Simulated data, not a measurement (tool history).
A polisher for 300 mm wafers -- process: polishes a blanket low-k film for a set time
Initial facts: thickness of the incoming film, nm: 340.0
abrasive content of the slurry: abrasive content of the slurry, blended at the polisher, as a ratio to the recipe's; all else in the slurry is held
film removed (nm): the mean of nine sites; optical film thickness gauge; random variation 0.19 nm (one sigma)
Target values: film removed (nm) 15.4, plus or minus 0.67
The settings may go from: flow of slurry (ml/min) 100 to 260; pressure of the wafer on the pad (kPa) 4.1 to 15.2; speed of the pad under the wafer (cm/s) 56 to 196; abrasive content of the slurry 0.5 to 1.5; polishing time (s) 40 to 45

run    day  flow of slurry (ml/min)  pressure of the wafer on the pad (kPa)  speed of the pad under the wafer (cm/s)  abrasive content of the slurry  polishing time (s)  film removed (nm)
  1      0                      165                                     9.7                                      126                               1                  45             20.483
  2  0.225                      180                                     9.7                                      126                               1                  45             20.735
  3  0.392                      215                                     9.7                                      126                               1                  45             21.629
  4    0.5                      215                                     9.7                                      126                               1                  45              20.95
  5  0.592                      195                                     9.7                                      126                               1                  45             20.761
     0.612  -- head pressure recalibrated
  6  0.612                      195                                    11.7                                      126                               1                  45             24.673
  7  0.892                      195                                    10.3                                      124                               1                  45             21.329
  8      1                      195                                     9.7                                      124                               1                  45             20.003
  9  1.067                      195                                       9                                      124                               1                  45             18.585
 10  1.112                      195                                     8.3                                      124                               1                  45             16.662

Exercise: of the 5 proposed moves below, exactly one satisfies all targets within the stated allowed misses. Which move is it?
  A  1.158                      195                                       9                                      120                            0.95                  43                  ?
  B  1.158                      195                                     7.6                                      124                               1                  44                  ?
  C  1.158                      175                                       9                                      110                             0.9                  40                  ?
  D  1.158                      195                                     8.3                                      118                            0.85                  42                  ?
  E  1.158                      135                                     9.7                                      126                            0.65                  43                  ?

move  film removed (nm)
   A             16.984
   B             15.543
   C             14.264
   D             14.216
   E             13.752
A: further off than the last run
B: hits every target within its allowed miss
C: carries the result that was furthest off beyond its target, to the other side
D: carries the result that was furthest off beyond its target, to the other side
E: carries the result that was furthest off beyond its target, to the other side
The move that meets every target is B.
